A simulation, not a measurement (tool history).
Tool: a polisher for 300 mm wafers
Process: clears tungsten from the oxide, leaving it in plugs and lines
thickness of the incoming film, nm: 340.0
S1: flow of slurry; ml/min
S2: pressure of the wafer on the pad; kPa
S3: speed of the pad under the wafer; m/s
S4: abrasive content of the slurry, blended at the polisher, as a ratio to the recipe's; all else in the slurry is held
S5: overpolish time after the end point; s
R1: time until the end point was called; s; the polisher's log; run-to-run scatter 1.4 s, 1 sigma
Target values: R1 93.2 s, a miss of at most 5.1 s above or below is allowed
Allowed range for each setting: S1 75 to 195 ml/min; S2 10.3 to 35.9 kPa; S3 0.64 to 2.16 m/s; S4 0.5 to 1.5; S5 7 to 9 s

{"run": 1, "hour": 0.0, "S1": 125, "S2": 22.8, "S3": 1.4, "S4": 1, "S5": 9, "R1": 57.071}
{"run": 2, "hour": 6.3, "S1": 125, "S2": 20.7, "S3": 1.38, "S4": 1, "S5": 9, "R1": 64.044}
{"run": 3, "hour": 7.2, "S1": 115, "S2": 20.7, "S3": 1.38, "S4": 1, "S5": 9, "R1": 65.026}
{"run": 4, "hour": 10.6, "S1": 115, "S2": 19.3, "S3": 1.38, "S4": 1, "S5": 9, "R1": 68.055}
{"run": 5, "hour": 13.4, "S1": 115, "S2": 19.3, "S3": 1.38, "S4": 0.9, "S5": 9, "R1": 73.557}
{"run": 6, "hour": 17.3, "S1": 115, "S2": 18.6, "S3": 1.38, "S4": 0.9, "S5": 9, "R1": 73.702}
{"run": 7, "hour": 19.7, "S1": 115, "S2": 17.2, "S3": 1.38, "S4": 0.9, "S5": 9, "R1": 77.459}
{"run": 8, "hour": 22.6, "S1": 115, "S2": 16.5, "S3": 1.38, "S4": 0.9, "S5": 9, "R1": 82.502}
{"run": 9, "hour": 24.7, "S1": 115, "S2": 15.9, "S3": 1.38, "S4": 0.9, "S5": 9, "R1": 85.475}

Of the 5 settings listed for the next run, only one would bring every result within its allowed miss of target. Which one?
{"run": "A", "hour": 26.8, "S1": 125, "S2": 13.1, "S3": 1.48, "S4": 0.9, "S5": 9, "R1": "?"}
{"run": "B", "hour": 26.8, "S1": 85, "S2": 18.6, "S3": 1.36, "S4": 0.9, "S5": 9, "R1": "?"}
{"run": "C", "hour": 26.8, "S1": 130, "S2": 15.2, "S3": 1.48, "S4": 0.95, "S5": 9, "R1": "?"}
{"run": "D", "hour": 26.8, "S1": 105, "S2": 19.3, "S3": 1.4, "S4": 0.9, "S5": 9, "R1": "?"}
{"run": "E", "hour": 26.8, "S1": 150, "S2": 23.4, "S3": 1.1, "S4": 0.7, "S5": 7, "R1": "?"}

move=A R1=93.173
move=B R1=80.357
move=C R1=79.414
move=D R1=71.129
move=E R1=74.148
A: hits every target within its allowed miss
B: the biggest miss grows against the last run
C: the biggest miss grows against the last run
D: the biggest miss grows against the last run
E: the biggest miss grows against the last run
The move that meets every target is A.
